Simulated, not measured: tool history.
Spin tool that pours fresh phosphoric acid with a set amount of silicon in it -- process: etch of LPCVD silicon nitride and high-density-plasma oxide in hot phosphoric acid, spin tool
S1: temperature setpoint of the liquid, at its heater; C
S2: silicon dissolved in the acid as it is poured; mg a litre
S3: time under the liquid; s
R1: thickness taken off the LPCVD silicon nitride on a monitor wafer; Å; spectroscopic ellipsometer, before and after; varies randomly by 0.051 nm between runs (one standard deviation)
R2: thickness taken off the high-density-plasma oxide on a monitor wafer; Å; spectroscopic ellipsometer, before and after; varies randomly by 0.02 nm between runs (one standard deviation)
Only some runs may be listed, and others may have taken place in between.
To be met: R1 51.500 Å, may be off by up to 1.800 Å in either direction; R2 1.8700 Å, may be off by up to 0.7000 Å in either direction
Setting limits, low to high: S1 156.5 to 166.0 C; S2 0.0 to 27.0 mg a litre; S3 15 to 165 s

Run 1, hour 0.0: S1 161.0 C, S2 12.0 mg a litre, S3 85 s. Result: R1 80.634 Å, R2 2.6588 Å.
Run 2, hour 6.7: S1 160.5 C, S2 11.0 mg a litre, S3 80 s. Result: R1 75.079 Å, R2 2.7879 Å.
Run 3, hour 12.6: S1 160.5 C, S2 8.0 mg a litre, S3 80 s. Result: R1 74.655 Å, R2 3.2290 Å.
Run 4, hour 20.7: S1 160.0 C, S2 8.5 mg a litre, S3 75 s. Result: R1 67.845 Å, R2 2.4370 Å.
Run 5, hour 25.4: S1 158.5 C, S2 8.5 mg a litre, S3 75 s. Result: R1 65.353 Å, R2 1.9549 Å.
Run 6, hour 31.4: S1 158.5 C, S2 7.5 mg a litre, S3 70 s. Result: R1 61.884 Å, R2 2.2485 Å.
Run 7, hour 34.0: S1 158.5 C, S2 7.5 mg a litre, S3 70 s. Result: R1 61.346 Å, R2 1.8380 Å.
Run 8, hour 38.3: S1 158.5 C, S2 6.5 mg a litre, S3 70 s. Result: R1 60.977 Å, R2 1.9873 Å.
Run 9, hour 42.5: S1 158.5 C, S2 5.5 mg a litre, S3 70 s. Result: R1 61.436 Å, R2 1.9248 Å.
Run 10, hour 51.3: S1 158.5 C, S2 5.5 mg a litre, S3 65 s. Result: R1 57.112 Å, R2 2.1113 Å.

Of the 5 settings listed for the next run, only one would bring every result within its allowed miss of target. Which one?
Run A, hour 60.1: S1 156.5 C, S2 23.0 mg a litre, S3 80 s. Result: R1 ?, R2 ?.
Run B, hour 60.1: S1 157.5 C, S2 19.5 mg a litre, S3 55 s. Result: R1 ?, R2 ?.
Run C, hour 60.1: S1 158.0 C, S2 6.0 mg a litre, S3 60 s. Result: R1 ?, R2 ?.
Run D, hour 60.1: S1 159.0 C, S2 3.5 mg a litre, S3 55 s. Result: R1 ?, R2 ?.
Run E, hour 60.1: S1 157.5 C, S2 9.0 mg a litre, S3 80 s. Result: R1 ?, R2 ?.

move      R1      R2
   A  65.808  1.4699
   B  46.810  1.2086
   C  51.940  1.8893
   D  49.249  1.9612
   E  68.088  2.2779
A: its largest miss is bigger than the last run's
B: pushes the last run's worst result past its target
C: each result inside its tolerance
D: pushes the last run's worst result past its target
E: its largest miss is bigger than the last run's
The right move is C.
